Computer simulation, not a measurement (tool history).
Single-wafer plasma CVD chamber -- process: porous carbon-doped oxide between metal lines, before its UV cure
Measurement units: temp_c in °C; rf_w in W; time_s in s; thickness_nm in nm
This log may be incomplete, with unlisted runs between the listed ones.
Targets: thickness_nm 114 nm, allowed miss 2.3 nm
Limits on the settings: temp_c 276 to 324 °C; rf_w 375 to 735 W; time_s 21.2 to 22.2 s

Run 1, hour 0: temp_c 300 °C, rf_w 555 W, time_s 22.2 s. Result: thickness_nm 131.56 nm.
Run 2, hour 7.6: temp_c 292 °C, rf_w 555 W, time_s 22.2 s. Result: thickness_nm 141.11 nm.
Run 3, hour 8.5: temp_c 296 °C, rf_w 555 W, time_s 22.2 s. Result: thickness_nm 134.78 nm.
Run 4, hour 13.7: temp_c 299 °C, rf_w 550 W, time_s 22.2 s. Result: thickness_nm 131.55 nm.
Run 5, hour 21.7: temp_c 299 °C, rf_w 550 W, time_s 21.2 s. Result: thickness_nm 127.41 nm.
Run 6, hour 22.4: temp_c 299 °C, rf_w 550 W, time_s 22.2 s. Result: thickness_nm 130.82 nm.
Run 7, hour 26.1: temp_c 301 °C, rf_w 550 W, time_s 22.2 s. Result: thickness_nm 129.77 nm.
Run 8, hour 34.5: temp_c 303 °C, rf_w 550 W, time_s 22.2 s. Result: thickness_nm 129.58 nm.
Run 9, hour 43: temp_c 305 °C, rf_w 545 W, time_s 22.2 s. Result: thickness_nm 126.99 nm.
Run 10, hour 49.1: temp_c 307 °C, rf_w 540 W, time_s 22.2 s. Result: thickness_nm 124.9 nm.
At hour 54.9: thermocouple changed; heater temperature recalibrated.
Run 11, hour 54.9: temp_c 309 °C, rf_w 535 W, time_s 22.2 s. Result: thickness_nm 117.18 nm.

Exercise: of the 4 proposed moves below, exactly one satisfies all targets within the stated allowed misses. Which move is it?
Run A, hour 60.7: temp_c 319 °C, rf_w 650 W, time_s 22.2 s. Result: thickness_nm ?.
Run B, hour 60.7: temp_c 304 °C, rf_w 515 W, time_s 21.3 s. Result: thickness_nm ?.
Run C, hour 60.7: temp_c 307 °C, rf_w 560 W, time_s 21.4 s. Result: thickness_nm ?.
Run D, hour 60.7: temp_c 310 °C, rf_w 490 W, time_s 21.3 s. Result: thickness_nm ?.

move  thickness_nm
   A        124.29
   B        114.03
   C        118.07
   D        106.71
A: the biggest miss grows against the last run
B: in spec on every target
C: the biggest miss grows against the last run
D: pushes the last run's worst result past its target
The right move is B.
